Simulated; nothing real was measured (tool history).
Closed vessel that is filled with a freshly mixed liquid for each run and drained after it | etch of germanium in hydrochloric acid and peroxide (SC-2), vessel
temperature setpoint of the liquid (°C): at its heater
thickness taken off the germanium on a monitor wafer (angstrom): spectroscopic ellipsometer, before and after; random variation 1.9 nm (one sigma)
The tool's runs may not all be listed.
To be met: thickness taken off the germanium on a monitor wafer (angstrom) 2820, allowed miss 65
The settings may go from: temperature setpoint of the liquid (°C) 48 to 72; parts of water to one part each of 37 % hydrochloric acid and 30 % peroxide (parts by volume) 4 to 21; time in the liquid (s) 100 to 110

run	hour	temperature setpoint of the liquid (°C)	parts of water to one part each of 37 % hydrochloric acid and 30 % peroxide (parts by volume)	time in the liquid (s)	thickness taken off the germanium on a monitor wafer (angstrom)
1	0	64	11.5	100	3470.6
2	7.3	58	11.5	100	2981
3	15	57.5	11.5	100	2919.4
4	21.8	52	11.5	100	2486.4
5	30.6	53.5	11.5	100	2614.3
6	35	58.5	11.5	100	3020.5
7	42.3	58	11.5	100	2947.6
8	47.2	57.5	11.5	100	2907.3

Which of these 4 next moves meets every target?
A	52.1	55.5	9.5	100	?
B	52.1	52.5	5	100	?
C	52.1	54.5	13	100	?
D	52.1	57.5	13	105	?

move	thickness taken off the germanium on a monitor wafer (angstrom)
A	2800
B	2647.9
C	2619.6
D	3007.6
A: meets every target
B: takes the result that was furthest off past its target
C: takes the result that was furthest off past its target
D: further off than the last run
Move A is the one to make.

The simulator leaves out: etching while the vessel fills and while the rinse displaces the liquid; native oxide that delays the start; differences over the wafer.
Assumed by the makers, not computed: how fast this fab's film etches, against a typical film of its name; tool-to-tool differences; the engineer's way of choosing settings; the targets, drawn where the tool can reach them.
